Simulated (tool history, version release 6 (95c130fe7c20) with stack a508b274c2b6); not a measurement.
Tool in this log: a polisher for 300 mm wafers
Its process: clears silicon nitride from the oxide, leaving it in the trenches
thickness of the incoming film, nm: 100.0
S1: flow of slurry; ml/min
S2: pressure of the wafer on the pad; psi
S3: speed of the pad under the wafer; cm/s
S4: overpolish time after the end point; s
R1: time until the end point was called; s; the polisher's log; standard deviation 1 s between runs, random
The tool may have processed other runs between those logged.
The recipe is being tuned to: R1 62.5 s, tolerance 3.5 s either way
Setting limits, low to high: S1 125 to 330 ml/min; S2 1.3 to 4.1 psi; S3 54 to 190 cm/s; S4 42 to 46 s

| run | hour | S1 | S2 | S3 | S4 | R1 |
|---|---|---|---|---|---|---|
| 1 | 0 | 210 | 2.7 | 122 | 42 | 112.48 |
| 2 | 2.4 | 210 | 2.9 | 124 | 42 | 106.53 |
| 3 | 5.6 | 210 | 3.1 | 128 | 42 | 97.645 |
| 4 | 14 | 210 | 3.3 | 132 | 42 | 87.483 |
| 5 | 19.6 | 210 | 3.4 | 134 | 42 | 86.276 |
| 6 | 23.3 | 210 | 3.7 | 134 | 42 | 79.59 |
| 7 | 26.3 | 210 | 3.8 | 138 | 42 | 76.746 |
|  | 33.8 | slurry nozzle cleaned |
| 8 | 33.8 | 210 | 3.9 | 142 | 42 | 66.749 |
| 9 | 38.8 | 210 | 4 | 142 | 42 | 66.76 |

Of the 5 settings listed for the next run, only one would bring every result within its allowed miss of target. Which one?
| A | 43.8 | 165 | 3.5 | 166 | 45 | ? |
| B | 43.8 | 220 | 3.8 | 130 | 46 | ? |
| C | 43.8 | 210 | 3.6 | 144 | 42 | ? |
| D | 43.8 | 145 | 3.8 | 144 | 42 | ? |
| E | 43.8 | 180 | 4.1 | 154 | 42 | ? |

| move | R1 |
|---|---|
| A | 68.791 |
| B | 74.571 |
| C | 72.51 |
| D | 73.769 |
| E | 62.857 |
A: misses by more than the last run did
B: misses by more than the last run did
C: misses by more than the last run did
D: misses by more than the last run did
E: all results land within tolerance of their targets
Answer: E
